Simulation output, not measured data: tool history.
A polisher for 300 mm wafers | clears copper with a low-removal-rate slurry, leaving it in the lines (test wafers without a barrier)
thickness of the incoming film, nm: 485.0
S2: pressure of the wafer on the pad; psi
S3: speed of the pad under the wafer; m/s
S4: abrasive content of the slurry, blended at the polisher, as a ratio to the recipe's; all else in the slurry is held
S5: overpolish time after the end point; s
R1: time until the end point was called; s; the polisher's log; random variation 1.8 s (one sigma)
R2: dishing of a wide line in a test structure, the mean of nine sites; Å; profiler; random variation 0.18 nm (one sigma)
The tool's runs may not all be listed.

run 1 hour=0.0 | flow_of_slurry_(ml/min)=270 S2=3.9 S3=1.00 S4=1.0 S5=10 | R1=121.53 R2=299.07
run 2 hour=1.6 | flow_of_slurry_(ml/min)=270 S2=3.9 S3=1.00 S4=1.0 S5=6 | R1=118.54 R2=187.67
run 3 hour=2.4 | flow_of_slurry_(ml/min)=270 S2=3.8 S3=1.00 S4=1.0 S5=5 | R1=123.41 R2=150.87
run 4 hour=5.3 | flow_of_slurry_(ml/min)=270 S2=3.8 S3=1.00 S4=1.0 S5=7 | R1=120.44 R2=203.69
run 5 hour=7.7 | flow_of_slurry_(ml/min)=270 S2=3.6 S3=1.00 S4=1.0 S5=6 | R1=133.96 R2=167.04
run 6 hour=12.1 | flow_of_slurry_(ml/min)=270 S2=4.3 S3=1.00 S4=1.0 S5=6 | R1=108.12 R2=200.08
run 7 hour=13.4 | flow_of_slurry_(ml/min)=270 S2=4.1 S3=1.00 S4=1.0 S5=6 | R1=113.58 R2=190.03
run 8 hour=16.8 | flow_of_slurry_(ml/min)=275 S2=3.5 S3=1.00 S4=1.0 S5=4 | R1=133.69 R2=113.80
run 9 hour=18.3 | flow_of_slurry_(ml/min)=255 S2=3.6 S3=1.00 S4=1.0 S5=4 | R1=129.90 R2=113.14
run 10 hour=22.3 | flow_of_slurry_(ml/min)=280 S2=3.6 S3=1.00 S4=1.0 S5=4 | R1=129.24 R2=118.18
run 11 hour=24.8 | flow_of_slurry_(ml/min)=280 S2=3.6 S3=0.98 S4=1.0 S5=4 | R1=129.92 R2=113.97

Run 12 comes next. What will it give?
run 12 hour=28.8 | flow_of_slurry_(ml/min)=255 S2=3.7 S3=0.98 S4=1.0 S5=4 | R1=? R2=?

R1: 130.81 s
R2: 116.69 Å

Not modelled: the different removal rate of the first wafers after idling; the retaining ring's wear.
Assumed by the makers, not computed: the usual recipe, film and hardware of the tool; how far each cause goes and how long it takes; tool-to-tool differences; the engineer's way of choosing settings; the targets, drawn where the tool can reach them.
